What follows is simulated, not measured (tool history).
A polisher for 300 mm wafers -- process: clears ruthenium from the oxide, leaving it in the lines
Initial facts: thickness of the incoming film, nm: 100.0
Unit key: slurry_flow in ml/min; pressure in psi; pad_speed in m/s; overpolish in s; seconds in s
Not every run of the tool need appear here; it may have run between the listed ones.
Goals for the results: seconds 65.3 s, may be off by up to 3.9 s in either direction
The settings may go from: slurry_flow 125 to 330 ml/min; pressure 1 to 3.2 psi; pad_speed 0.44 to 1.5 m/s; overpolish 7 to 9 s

Run 1, day 0: slurry_flow 210 ml/min, pressure 2.1 psi, pad_speed 0.96 m/s, overpolish 9 s. Result: seconds 94.055 s.
Run 2, day 0.108: slurry_flow 210 ml/min, pressure 2.2 psi, pad_speed 0.96 m/s, overpolish 9 s. Result: seconds 94.816 s.
Run 3, day 0.379: slurry_flow 210 ml/min, pressure 2.2 psi, pad_speed 0.96 m/s, overpolish 7 s. Result: seconds 89.304 s.
Run 4, day 0.671: slurry_flow 210 ml/min, pressure 2.4 psi, pad_speed 0.96 m/s, overpolish 7 s. Result: seconds 89.827 s.
Run 5, day 0.788: slurry_flow 210 ml/min, pressure 2.2 psi, pad_speed 0.96 m/s, overpolish 7 s. Result: seconds 93.245 s.
Run 6, day 1.054: slurry_flow 210 ml/min, pressure 2.4 psi, pad_speed 0.98 m/s, overpolish 7 s. Result: seconds 84.322 s.
Run 7, day 1.367: slurry_flow 210 ml/min, pressure 2.5 psi, pad_speed 1 m/s, overpolish 7 s. Result: seconds 79.021 s.
Run 8, day 1.425: slurry_flow 210 ml/min, pressure 2.6 psi, pad_speed 1 m/s, overpolish 7 s. Result: seconds 80.798 s.
Run 9, day 1.646: slurry_flow 210 ml/min, pressure 2.7 psi, pad_speed 1.02 m/s, overpolish 7 s. Result: seconds 74.272 s.

Next run, 4 choices. One meets every target within its allowed miss, the rest don't. Which?
Run A, day 1.867: slurry_flow 215 ml/min, pressure 3 psi, pad_speed 1.26 m/s, overpolish 9 s. Result: seconds ?.
Run B, day 1.867: slurry_flow 190 ml/min, pressure 2.9 psi, pad_speed 1.44 m/s, overpolish 8 s. Result: seconds ?.
Run C, day 1.867: slurry_flow 235 ml/min, pressure 2.4 psi, pad_speed 1.3 m/s, overpolish 8 s. Result: seconds ?.
Run D, day 1.867: slurry_flow 210 ml/min, pressure 2.8 psi, pad_speed 1.32 m/s, overpolish 7 s. Result: seconds ?.

move  seconds
   A   57.155
   B   52.997
   C   66.427
   D   58.316
A: pushes the last run's worst result past its target
B: pushes the last run's worst result past its target
C: every result lands within tolerance
D: pushes the last run's worst result past its target
The right move is C.

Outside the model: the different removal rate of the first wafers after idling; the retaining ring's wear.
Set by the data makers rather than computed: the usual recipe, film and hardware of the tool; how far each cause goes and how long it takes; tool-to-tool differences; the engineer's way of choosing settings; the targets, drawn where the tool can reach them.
